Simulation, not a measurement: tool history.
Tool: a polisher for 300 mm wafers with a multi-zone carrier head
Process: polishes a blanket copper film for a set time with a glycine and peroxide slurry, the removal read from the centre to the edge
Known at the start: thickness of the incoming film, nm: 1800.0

| run | hour | flow of slurry (ml/min) | pressure of the head's centre zone | pressure of the head's middle zone | pressure of the head's edge zone | polishing time (s) | film removed at the wafer's centre (nm) | film removed at mid-radius (nm) | film removed at the wafer's edge (nm) |
|---|---|---|---|---|---|---|---|---|---|
| 1 | 0.0 | 130 | 1.00 | 1.00 | 1.00 | 53 | 332.23 | 321.00 | 308.04 |
| 2 | 3.0 | 130 | 1.00 | 1.01 | 0.95 | 45 | 280.99 | 274.70 | 255.72 |
| 3 | 9.6 | 130 | 1.00 | 0.93 | 0.95 | 45 | 287.33 | 257.99 | 266.53 |
| 4 | 10.7 | 125 | 1.01 | 0.96 | 0.92 | 40 | 247.96 | 232.85 | 226.15 |
| 5 | 16.6 | 115 | 1.03 | 0.97 | 0.89 | 38 | 232.44 | 219.63 | 206.62 |
| 6 | 23.5 | 105 | 1.04 | 0.98 | 0.87 | 37 | 227.52 | 216.17 | 202.13 |

Forecast run 7:
| 7 | 26.1 | 105 | 1.04 | 0.98 | 0.87 | 37 | ? | ? | ? |

{"run 7": {"film removed at the wafer's centre (nm)": 231.73, "film removed at mid-radius (nm)": 213.65, "film removed at the wafer's edge (nm)": 201.86}}
